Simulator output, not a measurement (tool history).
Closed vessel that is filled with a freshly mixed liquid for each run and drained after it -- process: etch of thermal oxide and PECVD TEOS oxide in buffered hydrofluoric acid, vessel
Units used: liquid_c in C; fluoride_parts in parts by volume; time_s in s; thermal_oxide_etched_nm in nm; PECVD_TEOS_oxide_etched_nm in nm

| run | hour | liquid_c | fluoride_parts | time_s | thermal_oxide_etched_nm | PECVD_TEOS_oxide_etched_nm |
|---|---|---|---|---|---|---|
| 1 | 0 | 23 | 16 | 60 | 39.864 | 77.165 |
| 2 | 4.6 | 21.5 | 17.5 | 60 | 33.671 | 64.142 |
| 3 | 11.2 | 19.5 | 17.5 | 60 | 29.575 | 58.514 |
| 4 | 13.3 | 21 | 17.5 | 60 | 32.641 | 63.173 |
| 5 | 19.4 | 20 | 18.5 | 60 | 28.939 | 56.944 |
| 6 | 23.7 | 19.5 | 19.5 | 60 | 26.428 | 51.798 |
| 7 | 28.8 | 19 | 20 | 60 | 25.283 | 48.578 |

For run 8, what comes out?
| 8 | 30.3 | 17.5 | 22 | 60 | ? | ? |

Logged for run 8: thermal_oxide_etched_nm 22.142 nm, PECVD_TEOS_oxide_etched_nm 41.891 nm.

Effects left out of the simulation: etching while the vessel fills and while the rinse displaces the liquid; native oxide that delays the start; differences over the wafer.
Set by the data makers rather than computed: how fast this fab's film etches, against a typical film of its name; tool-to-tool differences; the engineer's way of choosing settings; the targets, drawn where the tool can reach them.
